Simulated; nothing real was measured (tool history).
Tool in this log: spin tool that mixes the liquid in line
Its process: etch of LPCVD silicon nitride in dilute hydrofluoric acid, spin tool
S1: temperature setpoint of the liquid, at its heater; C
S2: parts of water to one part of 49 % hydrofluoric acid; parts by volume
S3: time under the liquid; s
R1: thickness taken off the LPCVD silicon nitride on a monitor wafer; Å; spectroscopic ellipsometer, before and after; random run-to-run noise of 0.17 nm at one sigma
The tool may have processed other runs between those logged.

Run 1, hour 0.0: S1 26.0 C, S2 135 parts by volume, S3 270 s. Result: R1 10.1180 Å.
Run 2, hour 0.7: S1 27.5 C, S2 135 parts by volume, S3 270 s. Result: R1 9.8996 Å.
Run 3, hour 4.7: S1 28.5 C, S2 120 parts by volume, S3 270 s. Result: R1 12.4100 Å.
Run 4, hour 6.7: S1 28.5 C, S2 120 parts by volume, S3 290 s. Result: R1 12.1200 Å.
Run 5, hour 11.3: S1 30.0 C, S2 120 parts by volume, S3 290 s. Result: R1 14.1130 Å.
Run 6, hour 12.3: S1 30.0 C, S2 120 parts by volume, S3 270 s. Result: R1 14.3730 Å.
Run 7, hour 14.6: S1 30.5 C, S2 110 parts by volume, S3 270 s. Result: R1 14.9930 Å.

What does the tool deliver on the next run?
Run 8, hour 17.9: S1 31.0 C, S2 100 parts by volume, S3 270 s. Result: R1 ?.

For run 8 the tool returned R1 17.1690 Å.
